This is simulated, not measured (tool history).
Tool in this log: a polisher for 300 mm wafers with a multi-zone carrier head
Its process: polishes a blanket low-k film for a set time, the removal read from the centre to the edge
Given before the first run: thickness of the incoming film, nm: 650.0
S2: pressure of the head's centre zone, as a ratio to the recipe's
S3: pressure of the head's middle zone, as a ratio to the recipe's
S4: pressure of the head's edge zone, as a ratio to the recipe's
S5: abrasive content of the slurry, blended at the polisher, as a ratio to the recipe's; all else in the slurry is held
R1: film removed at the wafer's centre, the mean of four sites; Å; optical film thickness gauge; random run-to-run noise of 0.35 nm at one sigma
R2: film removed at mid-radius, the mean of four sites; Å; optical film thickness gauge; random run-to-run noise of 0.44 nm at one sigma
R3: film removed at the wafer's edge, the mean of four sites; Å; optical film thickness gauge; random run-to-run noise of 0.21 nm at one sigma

{"run": 1, "day": 0.0, "flow of slurry (ml/min)": 175, "S2": 1, "S3": 1, "S4": 1, "S5": 1, "polishing time (s)": 69, "R1": 342.05, "R2": 340.19, "R3": 353.34}
{"run": 2, "day": 0.083, "flow of slurry (ml/min)": 175, "S2": 1.04, "S3": 1, "S4": 1, "S5": 1, "polishing time (s)": 69, "R1": 351.66, "R2": 338.77, "R3": 351.71}
{"run": 3, "day": 0.383, "flow of slurry (ml/min)": 175, "S2": 1.04, "S3": 1, "S4": 1, "S5": 1, "polishing time (s)": 84, "R1": 437.08, "R2": 432.73, "R3": 433.68}
{"run": 4, "day": 0.542, "flow of slurry (ml/min)": 175, "S2": 1.04, "S3": 1, "S4": 0.97, "S5": 1, "polishing time (s)": 84, "R1": 437.51, "R2": 439.42, "R3": 420.76}
{"run": 5, "day": 0.583, "flow of slurry (ml/min)": 175, "S2": 1.04, "S3": 1, "S4": 0.97, "S5": 1.1, "polishing time (s)": 84, "R1": 464.5, "R2": 459.87, "R3": 447.98}
{"run": 6, "day": 0.721, "flow of slurry (ml/min)": 170, "S2": 1.05, "S3": 0.99, "S4": 0.93, "S5": 0.9, "polishing time (s)": 81, "R1": 389.21, "R2": 369.09, "R3": 367.94}
{"run": 7, "day": 0.896, "flow of slurry (ml/min)": 165, "S2": 1.06, "S3": 1.03, "S4": 0.89, "S5": 0.75, "polishing time (s)": 81, "R1": 329.38, "R2": 323.46, "R3": 307.35}
{"run": 8, "day": 1.058, "flow of slurry (ml/min)": 165, "S2": 1.06, "S3": 1.03, "S4": 0.89, "S5": 0.75, "polishing time (s)": 81, "R1": 336.7, "R2": 326.64, "R3": 307.73}

Run 9 has not been measured yet. What should we expect?
{"run": 9, "day": 1.096, "flow of slurry (ml/min)": 145, "S2": 1.06, "S3": 1.06, "S4": 0.81, "S5": 0.5, "polishing time (s)": 80, "R1": "?", "R2": "?", "R3": "?"}

Run 9 yielded R1 173.13 Å, R2 171 Å, R3 154.21 Å.
